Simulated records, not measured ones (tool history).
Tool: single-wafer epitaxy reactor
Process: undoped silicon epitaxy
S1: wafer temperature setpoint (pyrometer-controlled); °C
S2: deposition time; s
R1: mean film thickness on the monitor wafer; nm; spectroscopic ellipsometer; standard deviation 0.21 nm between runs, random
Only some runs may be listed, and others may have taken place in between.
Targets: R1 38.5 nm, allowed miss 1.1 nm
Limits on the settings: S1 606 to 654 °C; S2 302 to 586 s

run	hour	S1	S2	R1
1	0	630	444	49.191
2	7.9	630	506	55.497
3	14.9	630	563	62.256
4	18.7	630	586	64.297
5	23.8	625	584	57.022
6	25.7	631	584	65.899
7	30.4	626	582	58.416
8	35.5	622	581	52.346
9	41	619	580	48.717
10	46.4	617	579	46.135
11	51.6	615	578	43.613
12	58.6	614	578	42.551
13	67.4	613	578	41.333
14	71.4	612	578	40.532

5 next moves are on the table. One of them brings every result within its allowed miss. Which?
A	75.4	614	583	?
B	75.4	614	580	?
C	75.4	613	586	?
D	75.4	612	586	?
E	75.4	610	583	?

move	R1
A	42.636
B	42.416
C	41.766
D	40.701
E	38.448
A: misses by more than the last run did
B: misses by more than the last run did
C: misses by more than the last run did
D: misses by more than the last run did
E: hits every target within its allowed miss
Correct choice: E, which meets every target
